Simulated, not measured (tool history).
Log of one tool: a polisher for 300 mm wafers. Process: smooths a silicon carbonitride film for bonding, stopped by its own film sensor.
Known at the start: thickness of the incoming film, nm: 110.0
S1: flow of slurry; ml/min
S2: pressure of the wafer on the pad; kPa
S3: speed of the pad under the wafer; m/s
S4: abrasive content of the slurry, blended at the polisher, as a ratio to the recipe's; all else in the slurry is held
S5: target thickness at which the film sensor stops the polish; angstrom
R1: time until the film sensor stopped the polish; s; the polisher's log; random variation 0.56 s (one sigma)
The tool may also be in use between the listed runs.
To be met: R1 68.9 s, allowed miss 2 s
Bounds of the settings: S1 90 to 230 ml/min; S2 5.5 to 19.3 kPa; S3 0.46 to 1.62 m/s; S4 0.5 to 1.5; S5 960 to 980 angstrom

run 1 hour=0 | S1=150 S2=12.4 S3=1.04 S4=1 S5=960 | R1=54.806
run 2 hour=1.8 | S1=150 S2=12.4 S3=1.04 S4=1.1 S5=960 | R1=51.792
run 3 hour=3.6 | S1=130 S2=12.4 S3=1.04 S4=1.1 S5=960 | R1=53.777
run 4 hour=10 | S1=130 S2=12.4 S3=1.04 S4=1.25 S5=960 | R1=49.111
run 5 hour=11.6 | S1=130 S2=12.4 S3=1.04 S4=1.25 S5=980 | R1=42.072
run 6 hour=16.7 | S1=100 S2=12.4 S3=1.04 S4=1.25 S5=980 | R1=44.516
run 7 hour=19.7 | S1=100 S2=11 S3=1.04 S4=1.25 S5=980 | R1=49.569
run 8 hour=22.4 | S1=100 S2=10.3 S3=1.04 S4=1.25 S5=980 | R1=52.921
run 9 hour=28.7 | S1=100 S2=9.7 S3=1.04 S4=1.25 S5=980 | R1=55.547
run 10 hour=32.2 | S1=95 S2=6.2 S3=1.02 S4=1.25 S5=980 | R1=86.172
run 11 hour=33.1 | S1=95 S2=6.9 S3=1.02 S4=1.25 S5=980 | R1=77.836
run 12 hour=36.4 | S1=95 S2=7.6 S3=1.02 S4=1.25 S5=980 | R1=71.815
run 13 hour=38.3 | S1=95 S2=8.3 S3=1.02 S4=1.25 S5=980 | R1=66.652
run 14 hour=38.9 | S1=95 S2=7.6 S3=1.02 S4=1.25 S5=980 | R1=71.399

Which of these 5 next moves meets every target?
run A hour=39.5 | S1=90 S2=7.6 S3=1.08 S4=1.45 S5=980 | R1=?
run B hour=39.5 | S1=115 S2=6.9 S3=1.08 S4=1.35 S5=970 | R1=?
run C hour=39.5 | S1=110 S2=6.9 S3=1.08 S4=1.35 S5=970 | R1=?
run D hour=39.5 | S1=140 S2=9 S3=1.12 S4=1.05 S5=960 | R1=?
run E hour=39.5 | S1=90 S2=8.3 S3=0.98 S4=1.3 S5=970 | R1=?

move=A R1=63.668
move=B R1=73.386
move=C R1=74.049
move=D R1=67.23
move=E R1=72.542
A: takes the result that was furthest off past its target
B: further off than the last run
C: further off than the last run
D: meets every target
E: further off than the last run
Answer: D
